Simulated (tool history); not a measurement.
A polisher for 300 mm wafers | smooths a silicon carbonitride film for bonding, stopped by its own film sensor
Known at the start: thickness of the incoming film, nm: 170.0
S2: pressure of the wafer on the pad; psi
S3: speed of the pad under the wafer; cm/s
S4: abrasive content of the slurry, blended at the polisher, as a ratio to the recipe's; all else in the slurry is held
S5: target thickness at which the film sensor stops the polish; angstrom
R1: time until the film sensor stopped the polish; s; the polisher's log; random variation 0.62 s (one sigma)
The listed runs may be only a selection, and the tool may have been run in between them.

{"run": 1, "hour": 0.0, "flow of slurry (ml/min)": 250, "S2": 1.6, "S3": 104, "S4": 1.0, "S5": 1530, "R1": 89.963}
{"run": 2, "hour": 8.5, "flow of slurry (ml/min)": 300, "S2": 1.6, "S3": 104, "S4": 1.0, "S5": 1530, "R1": 90.482}
{"run": 3, "hour": 13.1, "flow of slurry (ml/min)": 300, "S2": 1.6, "S3": 80, "S4": 1.0, "S5": 1530, "R1": 102.24}
{"run": 4, "hour": 21.8, "flow of slurry (ml/min)": 300, "S2": 1.8, "S3": 82, "S4": 1.0, "S5": 1530, "R1": 90.689}
{"run": 5, "hour": 26.0, "flow of slurry (ml/min)": 300, "S2": 1.8, "S3": 82, "S4": 1.0, "S5": 1550, "R1": 81.362}
{"run": 6, "hour": 29.6, "flow of slurry (ml/min)": 300, "S2": 1.8, "S3": 66, "S4": 1.0, "S5": 1550, "R1": 87.886}
{"run": 7, "hour": 33.0, "flow of slurry (ml/min)": 300, "S2": 2.0, "S3": 68, "S4": 1.0, "S5": 1550, "R1": 78.101}

What does the tool deliver on the next run?
{"run": 8, "hour": 39.2, "flow of slurry (ml/min)": 300, "S2": 2.5, "S3": 70, "S4": 1.0, "S5": 1550, "R1": "?"}

Run 8 measured R1 64.802 s.

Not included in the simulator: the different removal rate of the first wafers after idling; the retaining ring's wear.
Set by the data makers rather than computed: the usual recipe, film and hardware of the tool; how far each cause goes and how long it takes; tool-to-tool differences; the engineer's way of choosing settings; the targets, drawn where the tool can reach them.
